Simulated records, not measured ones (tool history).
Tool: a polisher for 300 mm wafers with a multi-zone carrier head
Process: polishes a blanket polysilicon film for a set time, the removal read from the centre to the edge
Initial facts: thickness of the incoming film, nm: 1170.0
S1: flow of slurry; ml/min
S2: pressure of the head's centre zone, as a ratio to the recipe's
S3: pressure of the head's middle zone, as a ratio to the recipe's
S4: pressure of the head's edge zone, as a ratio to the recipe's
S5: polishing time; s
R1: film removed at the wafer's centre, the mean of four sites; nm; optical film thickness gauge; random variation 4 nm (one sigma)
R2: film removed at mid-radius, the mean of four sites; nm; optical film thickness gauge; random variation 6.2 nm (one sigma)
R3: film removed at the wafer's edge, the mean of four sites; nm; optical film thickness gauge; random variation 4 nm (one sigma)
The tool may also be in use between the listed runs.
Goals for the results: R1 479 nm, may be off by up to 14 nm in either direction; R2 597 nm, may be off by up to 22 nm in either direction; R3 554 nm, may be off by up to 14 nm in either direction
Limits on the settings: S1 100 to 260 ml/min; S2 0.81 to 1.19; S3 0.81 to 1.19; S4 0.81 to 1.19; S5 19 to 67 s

Run 1, day 0: S1 165 ml/min, S2 1, S3 1, S4 1, S5 43 s. Result: R1 360.18 nm, R2 403.19 nm, R3 397.7 nm.
Run 2, day 0.079: S1 175 ml/min, S2 1, S3 1.03, S4 1.04, S5 45 s. Result: R1 380.15 nm, R2 418.82 nm, R3 425.41 nm.
Run 3, day 0.279: S1 180 ml/min, S2 0.99, S3 1.06, S4 1.03, S5 48 s. Result: R1 395.61 nm, R2 457.84 nm, R3 454.29 nm.
Run 4, day 0.392: S1 180 ml/min, S2 0.99, S3 1.06, S4 1.06, S5 48 s. Result: R1 401.62 nm, R2 468.64 nm, R3 458.1 nm.
Run 5, day 0.512: S1 180 ml/min, S2 0.99, S3 1.06, S4 0.99, S5 48 s. Result: R1 394.95 nm, R2 464.78 nm, R3 443.41 nm.
Run 6, day 0.842: S1 180 ml/min, S2 0.95, S3 1.06, S4 0.99, S5 48 s. Result: R1 386.19 nm, R2 464.94 nm, R3 444.57 nm.
Run 7, day 1.029: S1 185 ml/min, S2 0.96, S3 1.08, S4 1, S5 50 s. Result: R1 403.95 nm, R2 503.37 nm, R3 467.82 nm.
Run 8, day 1.371: S1 235 ml/min, S2 1.06, S3 1.12, S4 1.1, S5 54 s. Result: R1 493.2 nm, R2 566.81 nm, R3 534.55 nm.
Run 9, day 1.729: S1 235 ml/min, S2 1.05, S3 1.13, S4 1.11, S5 54 s. Result: R1 496.55 nm, R2 568.34 nm, R3 532.48 nm.

Of the 4 settings listed for the next run, only one would bring every result within its allowed miss of target. Which one?
Run A, day 2.088: S1 240 ml/min, S2 1.1, S3 1.19, S4 1.01, S5 53 s. Result: R1 ?, R2 ?, R3 ?.
Run B, day 2.088: S1 220 ml/min, S2 0.97, S3 1.11, S4 1.04, S5 58 s. Result: R1 ?, R2 ?, R3 ?.
Run C, day 2.088: S1 260 ml/min, S2 1.11, S3 1.19, S4 0.95, S5 54 s. Result: R1 ?, R2 ?, R3 ?.
Run D, day 2.088: S1 200 ml/min, S2 0.92, S3 1.05, S4 1.13, S5 57 s. Result: R1 ?, R2 ?, R3 ?.

move      R1      R2      R3
   A  508.39  586.31  510.82
   B   484.2  599.03  563.76
   C  527.55  602.29  508.52
   D  445.31   555.5  573.55
A: further off than the last run
B: in spec on every target
C: further off than the last run
D: takes the biggest miss from the last run beyond its target
Answer: B
